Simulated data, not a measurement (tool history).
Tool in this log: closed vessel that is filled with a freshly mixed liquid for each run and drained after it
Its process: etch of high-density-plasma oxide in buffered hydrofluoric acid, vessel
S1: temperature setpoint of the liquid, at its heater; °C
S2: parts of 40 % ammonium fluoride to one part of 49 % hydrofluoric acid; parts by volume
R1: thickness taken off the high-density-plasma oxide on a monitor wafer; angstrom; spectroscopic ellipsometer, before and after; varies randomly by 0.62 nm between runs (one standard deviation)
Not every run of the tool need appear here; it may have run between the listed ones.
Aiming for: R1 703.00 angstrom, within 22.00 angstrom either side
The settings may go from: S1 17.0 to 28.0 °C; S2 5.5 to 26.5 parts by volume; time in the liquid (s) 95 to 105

Run 1, hour 0.0: S1 20.0 °C, S2 16.0 parts by volume, time in the liquid (s) 95. Result: R1 1046.90 angstrom.
Run 2, hour 1.7: S1 19.5 °C, S2 17.0 parts by volume, time in the liquid (s) 95. Result: R1 976.19 angstrom.
Run 3, hour 2.9: S1 19.5 °C, S2 20.5 parts by volume, time in the liquid (s) 95. Result: R1 785.44 angstrom.
Run 4, hour 4.1: S1 19.0 °C, S2 20.5 parts by volume, time in the liquid (s) 95. Result: R1 767.34 angstrom.
Run 5, hour 6.0: S1 19.0 °C, S2 20.5 parts by volume, time in the liquid (s) 105. Result: R1 868.31 angstrom.
Run 6, hour 7.2: S1 18.5 °C, S2 21.0 parts by volume, time in the liquid (s) 105. Result: R1 828.41 angstrom.
Run 7, hour 8.2: S1 18.0 °C, S2 21.5 parts by volume, time in the liquid (s) 105. Result: R1 785.27 angstrom.
Run 8, hour 10.1: S1 18.0 °C, S2 21.5 parts by volume, time in the liquid (s) 105. Result: R1 774.52 angstrom.
Run 9, hour 16.9: S1 17.5 °C, S2 22.0 parts by volume, time in the liquid (s) 105. Result: R1 736.96 angstrom.

Below are 5 possible settings for the next run. Only one of them brings all results inside the allowed miss of their targets. Which is it?
Run A, hour 23.7: S1 18.0 °C, S2 21.0 parts by volume, time in the liquid (s) 100. Result: R1 ?.
Run B, hour 23.7: S1 19.0 °C, S2 23.0 parts by volume, time in the liquid (s) 95. Result: R1 ?.
Run C, hour 23.7: S1 18.5 °C, S2 24.0 parts by volume, time in the liquid (s) 105. Result: R1 ?.
Run D, hour 23.7: S1 17.0 °C, S2 19.5 parts by volume, time in the liquid (s) 105. Result: R1 ?.
Run E, hour 23.7: S1 17.5 °C, S2 21.0 parts by volume, time in the liquid (s) 105. Result: R1 ?.

move      R1
   A  751.87
   B  706.59
   C  737.14
   D  802.37
   E  767.29
A: moves away from the targets compared with the last run
B: every result lands within tolerance
C: no better and no worse than the last run
D: moves away from the targets compared with the last run
E: moves away from the targets compared with the last run
The right move is B.
